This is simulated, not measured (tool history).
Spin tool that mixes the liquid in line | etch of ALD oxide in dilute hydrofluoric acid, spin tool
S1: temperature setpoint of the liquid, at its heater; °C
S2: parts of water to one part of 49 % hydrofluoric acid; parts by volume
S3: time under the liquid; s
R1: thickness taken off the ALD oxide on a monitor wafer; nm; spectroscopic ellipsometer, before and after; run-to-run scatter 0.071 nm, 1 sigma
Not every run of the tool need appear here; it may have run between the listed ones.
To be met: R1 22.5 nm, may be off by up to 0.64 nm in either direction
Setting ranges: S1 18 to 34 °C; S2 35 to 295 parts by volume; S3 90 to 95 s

run 1 day=0 | S1=26 S2=165 S3=90 | R1=18.915
run 2 day=0.058 | S1=26 S2=215 S3=90 | R1=13.789
run 3 day=0.288 | S1=27 S2=215 S3=90 | R1=14.232
run 4 day=0.467 | S1=27 S2=215 S3=95 | R1=14.965
run 5 day=0.704 | S1=27 S2=265 S3=95 | R1=11.514
run 6 day=0.858 | S1=27 S2=210 S3=95 | R1=15.501
run 7 day=0.917 | S1=27.5 S2=205 S3=95 | R1=16.166
run 8 day=0.975 | S1=28 S2=200 S3=95 | R1=17.002
run 9 day=1.058 | S1=28.5 S2=195 S3=95 | R1=17.877
run 10 day=1.262 | S1=29 S2=190 S3=95 | R1=18.745
run 11 day=1.471 | S1=29.5 S2=190 S3=95 | R1=19.001
run 12 day=1.762 | S1=30 S2=190 S3=95 | R1=19.41
run 13 day=2.112 | S1=30.5 S2=190 S3=95 | R1=19.715
run 14 day=2.454 | S1=30.5 S2=190 S3=95 | R1=19.712
run 15 day=2.662 | S1=30.5 S2=190 S3=95 | R1=19.744
run 16 day=2.729 | S1=31 S2=190 S3=95 | R1=20.152
run 17 day=2.95 | S1=31.5 S2=190 S3=95 | R1=20.441
run 18 day=3.117 | S1=32 S2=190 S3=95 | R1=20.885
run 19 day=3.15 | S1=33 S2=190 S3=95 | R1=21.59

5 candidate next runs follow, results not yet known. Just one meets every target within its allowed miss. Identify it.
run A day=3.183 | S1=32 S2=190 S3=95 | R1=?
run B day=3.183 | S1=31 S2=175 S3=90 | R1=?
run C day=3.183 | S1=34 S2=190 S3=95 | R1=?
run D day=3.183 | S1=33 S2=170 S3=95 | R1=?
run E day=3.183 | S1=32.5 S2=195 S3=95 | R1=?

move=A R1=20.826
move=B R1=21.101
move=C R1=22.277
move=D R1=24.733
move=E R1=20.505
A: misses by more than the last run did
B: misses by more than the last run did
C: every result within its allowed miss
D: moves the result that the last run missed by most past its target, out the other side
E: misses by more than the last run did
The move that meets every target is C.
